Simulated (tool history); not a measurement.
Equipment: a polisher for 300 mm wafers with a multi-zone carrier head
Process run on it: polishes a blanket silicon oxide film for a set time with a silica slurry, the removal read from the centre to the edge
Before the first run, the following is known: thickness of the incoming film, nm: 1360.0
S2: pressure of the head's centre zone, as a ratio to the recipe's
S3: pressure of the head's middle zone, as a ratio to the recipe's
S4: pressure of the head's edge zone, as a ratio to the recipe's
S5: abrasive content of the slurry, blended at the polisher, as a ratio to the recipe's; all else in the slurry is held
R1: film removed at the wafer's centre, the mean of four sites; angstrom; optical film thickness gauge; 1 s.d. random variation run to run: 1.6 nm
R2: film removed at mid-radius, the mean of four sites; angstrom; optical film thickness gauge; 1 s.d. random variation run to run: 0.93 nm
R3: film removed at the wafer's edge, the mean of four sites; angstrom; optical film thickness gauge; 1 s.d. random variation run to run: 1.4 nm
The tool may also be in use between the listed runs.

{"run": 1, "hour": 0.0, "flow of slurry (ml/min)": 305, "S2": 1, "S3": 1, "S4": 1, "S5": 1, "polishing time (s)": 64, "R1": 1620.2, "R2": 1561, "R3": 1755}
{"run": 2, "hour": 6.9, "flow of slurry (ml/min)": 345, "S2": 1, "S3": 1, "S4": 1, "S5": 1, "polishing time (s)": 64, "R1": 1595.9, "R2": 1602.5, "R3": 1759.8}
{"run": 3, "hour": 15.5, "flow of slurry (ml/min)": 370, "S2": 1.02, "S3": 1.02, "S4": 0.95, "S5": 0.85, "polishing time (s)": 60, "R1": 1454.4, "R2": 1386.3, "R3": 1506.4}
{"run": 4, "hour": 17.4, "flow of slurry (ml/min)": 370, "S2": 1.02, "S3": 1.02, "S4": 0.91, "S5": 0.85, "polishing time (s)": 60, "R1": 1447, "R2": 1415.3, "R3": 1450.1}
{"run": 5, "hour": 20.8, "flow of slurry (ml/min)": 370, "S2": 0.96, "S3": 1.02, "S4": 0.91, "S5": 0.85, "polishing time (s)": 60, "R1": 1348.5, "R2": 1387.6, "R3": 1458}
{"run": 6, "hour": 28.8, "flow of slurry (ml/min)": 310, "S2": 0.96, "S3": 1.02, "S4": 0.91, "S5": 0.85, "polishing time (s)": 60, "R1": 1373.1, "R2": 1379.8, "R3": 1443.4}
{"run": 7, "hour": 35.5, "flow of slurry (ml/min)": 310, "S2": 0.96, "S3": 1.02, "S4": 0.91, "S5": 0.85, "polishing time (s)": 60, "R1": 1342.6, "R2": 1393, "R3": 1421.5}
{"run": 8, "hour": 41.5, "flow of slurry (ml/min)": 295, "S2": 0.96, "S3": 1.03, "S4": 0.88, "S5": 0.75, "polishing time (s)": 59, "R1": 1228.1, "R2": 1293.9, "R3": 1311.2}
{"run": 9, "hour": 48.3, "flow of slurry (ml/min)": 290, "S2": 0.99, "S3": 1.05, "S4": 0.86, "S5": 0.65, "polishing time (s)": 58, "R1": 1146.5, "R2": 1170.4, "R3": 1118.9}
{"run": 10, "hour": 50.4, "flow of slurry (ml/min)": 280, "S2": 0.99, "S3": 1.06, "S4": 0.85, "S5": 0.65, "polishing time (s)": 58, "R1": 1146.2, "R2": 1161.1, "R3": 1136.7}
{"run": 11, "hour": 55.6, "flow of slurry (ml/min)": 275, "S2": 0.99, "S3": 1.09, "S4": 0.84, "S5": 0.65, "polishing time (s)": 58, "R1": 1130.7, "R2": 1210, "R3": 1132.3}
{"run": 12, "hour": 56.7, "flow of slurry (ml/min)": 270, "S2": 1, "S3": 1.09, "S4": 0.83, "S5": 0.65, "polishing time (s)": 58, "R1": 1145.2, "R2": 1203.6, "R3": 1111.6}

Estimate the outcome of run 13 from the log above:
{"hour": 59.6, "done": "edge zone pressure recalibrated"}
{"run": 13, "hour": 59.6, "flow of slurry (ml/min)": 265, "S2": 1, "S3": 1.09, "S4": 0.82, "S5": 0.65, "polishing time (s)": 58, "R1": "?", "R2": "?", "R3": "?"}

{"run 13": {"R1": 1124.6, "R2": 1180.1, "R3": 1057.7}}

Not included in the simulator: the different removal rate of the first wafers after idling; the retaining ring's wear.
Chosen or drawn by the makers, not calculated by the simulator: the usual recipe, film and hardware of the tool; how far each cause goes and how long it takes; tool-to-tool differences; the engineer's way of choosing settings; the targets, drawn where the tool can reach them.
